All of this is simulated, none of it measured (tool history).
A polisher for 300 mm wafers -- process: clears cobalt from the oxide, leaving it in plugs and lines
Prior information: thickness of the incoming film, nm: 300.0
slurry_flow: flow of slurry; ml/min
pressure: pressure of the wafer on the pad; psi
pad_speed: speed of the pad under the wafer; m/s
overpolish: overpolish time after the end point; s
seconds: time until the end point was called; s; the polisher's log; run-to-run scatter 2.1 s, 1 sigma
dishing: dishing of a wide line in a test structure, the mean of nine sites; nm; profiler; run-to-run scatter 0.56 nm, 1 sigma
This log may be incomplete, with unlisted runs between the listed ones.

| run | hour | slurry_flow | pressure | pad_speed | overpolish | seconds | dishing |
|---|---|---|---|---|---|---|---|
| 1 | 0 | 210 | 1.8 | 0.86 | 26 | 87.14 | 53.223 |
| 2 | 2.7 | 210 | 1.7 | 0.86 | 27 | 89.134 | 54.654 |
| 3 | 9 | 210 | 1.6 | 0.86 | 27 | 96.69 | 52.698 |
| 4 | 11.4 | 210 | 1.6 | 1.02 | 27 | 80.721 | 57.568 |
| 5 | 15.4 | 210 | 1.5 | 1 | 27 | 84.538 | 55.526 |
| 6 | 24.3 | 210 | 1.4 | 0.98 | 27 | 91.031 | 52.81 |

Run 7 is up next; what results do you expect?
| 7 | 32.1 | 210 | 1.3 | 0.96 | 28 | ? | ? |

{"run 7": {"seconds": 98.002, "dishing": 52.318}}
